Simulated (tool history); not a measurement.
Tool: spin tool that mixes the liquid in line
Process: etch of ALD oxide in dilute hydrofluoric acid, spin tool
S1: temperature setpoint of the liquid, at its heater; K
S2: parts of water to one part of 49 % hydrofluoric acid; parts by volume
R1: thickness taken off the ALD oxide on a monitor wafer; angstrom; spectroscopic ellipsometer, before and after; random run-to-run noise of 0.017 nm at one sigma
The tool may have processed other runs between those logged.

{"run": 1, "hour": 0.0, "S1": 298.15, "S2": 235, "time under the liquid (s)": 70, "R1": 35.383}
{"run": 2, "hour": 0.6, "S1": 296.15, "S2": 235, "time under the liquid (s)": 70, "R1": 32.674}
{"run": 3, "hour": 5.8, "S1": 295.15, "S2": 240, "time under the liquid (s)": 70, "R1": 30.942}
{"run": 4, "hour": 12.2, "S1": 297.65, "S2": 240, "time under the liquid (s)": 70, "R1": 33.936}
{"run": 5, "hour": 19.4, "S1": 296.65, "S2": 245, "time under the liquid (s)": 70, "R1": 31.423}
{"run": 6, "hour": 20.8, "S1": 296.65, "S2": 195, "time under the liquid (s)": 70, "R1": 42.361}
{"run": 7, "hour": 27.4, "S1": 295.65, "S2": 205, "time under the liquid (s)": 70, "R1": 38.368}
{"run": 8, "hour": 33.6, "S1": 294.65, "S2": 215, "time under the liquid (s)": 70, "R1": 34.444}
{"run": 9, "hour": 42.1, "S1": 294.15, "S2": 220, "time under the liquid (s)": 70, "R1": 33.022}
{"run": 10, "hour": 43.4, "S1": 293.65, "S2": 225, "time under the liquid (s)": 70, "R1": 31.644}
{"run": 11, "hour": 50.8, "S1": 293.15, "S2": 230, "time under the liquid (s)": 70, "R1": 30.018}
{"run": 12, "hour": 51.9, "S1": 292.65, "S2": 235, "time under the liquid (s)": 70, "R1": 28.929}

Expected results for the next run?
{"run": 13, "hour": 54.5, "S1": 290.15, "S2": 280, "time under the liquid (s)": 70, "R1": "?"}

R1: 21.045 angstrom
